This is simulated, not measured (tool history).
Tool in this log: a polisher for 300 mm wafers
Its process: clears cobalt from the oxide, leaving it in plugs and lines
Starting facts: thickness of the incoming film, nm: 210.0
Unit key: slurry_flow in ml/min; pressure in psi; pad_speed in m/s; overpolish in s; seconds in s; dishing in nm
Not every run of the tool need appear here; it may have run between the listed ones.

{"run": 1, "day": 0.0, "slurry_flow": 315, "pressure": 1.9, "pad_speed": 0.98, "overpolish": 24, "seconds": 47.642, "dishing": 51.097}
{"run": 2, "day": 0.038, "slurry_flow": 315, "pressure": 1.9, "pad_speed": 0.98, "overpolish": 16, "seconds": 47.472, "dishing": 43.181}
{"run": 3, "day": 0.271, "slurry_flow": 315, "pressure": 2, "pad_speed": 0.98, "overpolish": 17, "seconds": 46.044, "dishing": 45.758}
{"run": 4, "day": 0.433, "slurry_flow": 315, "pressure": 2.1, "pad_speed": 0.98, "overpolish": 18, "seconds": 44.146, "dishing": 47.276}
{"run": 5, "day": 0.621, "slurry_flow": 315, "pressure": 2.2, "pad_speed": 0.98, "overpolish": 19, "seconds": 42.646, "dishing": 48.786}
{"run": 6, "day": 0.933, "slurry_flow": 315, "pressure": 2.5, "pad_speed": 0.98, "overpolish": 19, "seconds": 38.52, "dishing": 50.183}

For run 7, what comes out?
{"run": 7, "day": 0.983, "slurry_flow": 315, "pressure": 2.5, "pad_speed": 0.98, "overpolish": 20, "seconds": "?", "dishing": "?"}

Run 7 gave seconds 38.991 s, dishing 52.209 nm.
